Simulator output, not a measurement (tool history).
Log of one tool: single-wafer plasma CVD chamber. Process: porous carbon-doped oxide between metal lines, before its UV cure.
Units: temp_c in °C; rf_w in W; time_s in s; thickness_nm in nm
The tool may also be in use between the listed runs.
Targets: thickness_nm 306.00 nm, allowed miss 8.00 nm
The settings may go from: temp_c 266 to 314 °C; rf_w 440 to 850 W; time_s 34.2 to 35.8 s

run,day,temp_c,rf_w,time_s,thickness_nm
1,0.000,290,645,35.8,260.13
2,0.192,290,600,35.8,247.27
3,0.283,290,600,35.8,247.07
4,0.467,290,600,34.2,235.20
5,0.767,290,600,34.2,235.82
6,1.112,297,600,34.2,227.35
7,1.446,295,615,34.3,234.70
8,1.625,293,630,34.4,240.99
9,1.979,291,645,34.5,249.84
10,2.179,289,655,34.5,254.37
11,2.346,287,665,34.6,261.74

Which of these 5 next moves meets every target?
A,2.512,292,595,34.2,?
B,2.512,285,765,35.8,?
C,2.512,302,670,34.2,?
D,2.512,299,525,34.2,?
E,2.512,297,600,34.2,?

move,thickness_nm
A,231.94
B,303.34
C,240.48
D,202.77
E,227.24
A: further off than the last run
B: meets every target
C: further off than the last run
D: further off than the last run
E: further off than the last run
Move B is the one to make.
